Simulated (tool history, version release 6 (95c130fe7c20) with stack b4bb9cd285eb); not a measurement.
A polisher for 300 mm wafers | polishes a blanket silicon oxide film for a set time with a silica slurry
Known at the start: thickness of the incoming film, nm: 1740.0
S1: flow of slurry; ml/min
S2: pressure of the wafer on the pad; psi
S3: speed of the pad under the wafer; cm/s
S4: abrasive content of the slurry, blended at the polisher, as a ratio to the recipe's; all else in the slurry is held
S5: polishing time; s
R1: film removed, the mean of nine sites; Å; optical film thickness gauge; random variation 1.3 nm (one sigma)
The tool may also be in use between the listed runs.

run 1 hour=0.0 | S1=295 S2=2.7 S3=128 S4=1.0 S5=61 | R1=1235.0
run 2 hour=8.3 | S1=295 S2=2.7 S3=128 S4=1.0 S5=55 | R1=1114.9
run 3 hour=12.1 | S1=295 S2=3.3 S3=128 S4=1.0 S5=55 | R1=1370.0
run 4 hour=19.2 | S1=295 S2=3.3 S3=128 S4=0.8 S5=55 | R1=1206.5
run 5 hour=20.5 | S1=295 S2=3.7 S3=128 S4=0.8 S5=55 | R1=1363.5
run 6 hour=24.2 | S1=295 S2=3.4 S3=126 S4=0.8 S5=55 | R1=1188.9
run 7 hour=29.4 | S1=295 S2=3.2 S3=126 S4=0.8 S5=55 | R1=1148.3
run 8 hour=34.2 | S1=295 S2=3.2 S3=126 S4=0.8 S5=55 | R1=1159.5
run 9 hour=40.5 | S1=295 S2=3.0 S3=124 S4=0.8 S5=55 | R1=1091.6

Forecast run 10:
run 10 hour=49.1 | S1=295 S2=2.9 S3=122 S4=0.8 S5=55 | R1=?

{"run 10": {"R1": 1049.0}}
